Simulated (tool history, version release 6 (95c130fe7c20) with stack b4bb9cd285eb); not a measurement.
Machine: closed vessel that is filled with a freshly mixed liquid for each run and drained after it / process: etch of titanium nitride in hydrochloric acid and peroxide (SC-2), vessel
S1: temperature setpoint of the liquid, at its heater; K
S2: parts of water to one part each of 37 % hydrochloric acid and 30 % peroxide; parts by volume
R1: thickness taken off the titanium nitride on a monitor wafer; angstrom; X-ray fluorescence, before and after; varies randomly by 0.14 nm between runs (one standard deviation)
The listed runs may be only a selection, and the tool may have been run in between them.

run 1 day=0 | S1=326.15 S2=11 time_in_the_liquid_(s)=450 | R1=76.832
run 2 day=0.342 | S1=323.15 S2=11 time_in_the_liquid_(s)=450 | R1=62.893
run 3 day=0.438 | S1=323.15 S2=11 time_in_the_liquid_(s)=320 | R1=44.574
run 4 day=0.483 | S1=329.65 S2=11 time_in_the_liquid_(s)=320 | R1=68.313
run 5 day=0.629 | S1=325.15 S2=11 time_in_the_liquid_(s)=320 | R1=51.185
run 6 day=0.817 | S1=325.15 S2=11 time_in_the_liquid_(s)=450 | R1=71.494
run 7 day=1.075 | S1=327.65 S2=11 time_in_the_liquid_(s)=450 | R1=83.603
run 8 day=1.229 | S1=329.65 S2=11 time_in_the_liquid_(s)=450 | R1=94.976
run 9 day=1.475 | S1=331.15 S2=11 time_in_the_liquid_(s)=450 | R1=105.59
run 10 day=1.6 | S1=332.15 S2=11 time_in_the_liquid_(s)=450 | R1=112.91

Run 11 comes next. What will it give?
run 11 day=1.692 | S1=333.15 S2=11 time_in_the_liquid_(s)=450 | R1=?

R1: 118.48 angstrom

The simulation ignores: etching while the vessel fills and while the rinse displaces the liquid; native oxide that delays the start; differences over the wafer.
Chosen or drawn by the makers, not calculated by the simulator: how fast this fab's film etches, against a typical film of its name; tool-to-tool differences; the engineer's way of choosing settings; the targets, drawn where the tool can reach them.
